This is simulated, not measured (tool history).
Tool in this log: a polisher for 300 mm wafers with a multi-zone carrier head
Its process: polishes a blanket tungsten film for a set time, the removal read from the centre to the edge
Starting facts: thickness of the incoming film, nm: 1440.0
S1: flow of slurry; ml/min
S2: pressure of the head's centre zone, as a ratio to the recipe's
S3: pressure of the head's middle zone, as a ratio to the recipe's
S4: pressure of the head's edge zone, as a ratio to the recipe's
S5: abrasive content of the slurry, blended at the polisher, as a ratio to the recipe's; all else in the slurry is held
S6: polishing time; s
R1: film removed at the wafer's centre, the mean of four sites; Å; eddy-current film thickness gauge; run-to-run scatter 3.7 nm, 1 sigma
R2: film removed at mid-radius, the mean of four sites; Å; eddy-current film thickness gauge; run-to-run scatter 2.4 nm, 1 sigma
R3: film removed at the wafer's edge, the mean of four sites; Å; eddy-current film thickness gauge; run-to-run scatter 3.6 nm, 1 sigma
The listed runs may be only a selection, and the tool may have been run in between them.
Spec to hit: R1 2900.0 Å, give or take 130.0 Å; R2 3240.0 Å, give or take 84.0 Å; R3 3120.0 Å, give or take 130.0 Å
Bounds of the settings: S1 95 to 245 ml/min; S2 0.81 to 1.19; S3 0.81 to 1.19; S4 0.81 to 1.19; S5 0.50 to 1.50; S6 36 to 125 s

run	hour	S1	S2	S3	S4	S5	S6	R1	R2	R3
1	0.0	155	1.00	1.00	1.00	1.00	80	5275.2	5367.4	5403.5
2	4.7	150	0.99	1.00	0.98	0.95	76	4850.5	4911.2	4968.6
3	7.5	150	0.97	1.01	0.96	0.90	73	4495.5	4688.2	4704.0
4	11.2	150	0.94	1.01	0.96	0.90	73	4304.2	4701.7	4588.5
5	19.7	150	0.93	1.00	0.94	0.85	71	4090.6	4402.3	4462.9
6	26.2	150	0.93	0.93	0.94	0.85	71	4066.4	4245.1	4307.8
7	34.9	155	0.92	0.92	0.92	0.80	69	3901.3	4038.7	4215.8
8	43.7	110	0.93	1.02	0.83	0.55	52	2350.5	2709.2	2575.7
9	49.3	155	0.93	1.01	0.93	0.55	52	2588.4	2839.2	2761.4
10	53.6	200	0.90	1.05	1.03	0.70	53	2868.2	3395.5	3335.1
11	61.0	195	0.91	1.05	1.02	0.70	53	2940.5	3379.7	3260.8

Consider the 5 candidate settings below. Which is the only one whose results all fall within their allowed miss of target?
A	68.4	195	0.96	1.07	1.03	0.65	52	?	?	?
B	68.4	200	0.90	1.14	0.98	0.60	56	?	?	?
C	68.4	175	0.84	0.90	1.06	0.75	58	?	?	?
D	68.4	205	0.86	1.17	0.97	0.65	53	?	?	?
E	68.4	180	0.89	1.06	1.01	0.85	51	?	?	?

move	R1	R2	R3
A	2936.6	3232.1	3150.9
B	2891.5	3544.9	3234.6
C	2951.1	3329.5	3700.7
D	2701.1	3528.4	3144.4
E	2883.1	3409.7	3326.8
A: every result within its allowed miss
B: further off than the last run
C: further off than the last run
D: further off than the last run
E: further off than the last run
Move A is the one to make.
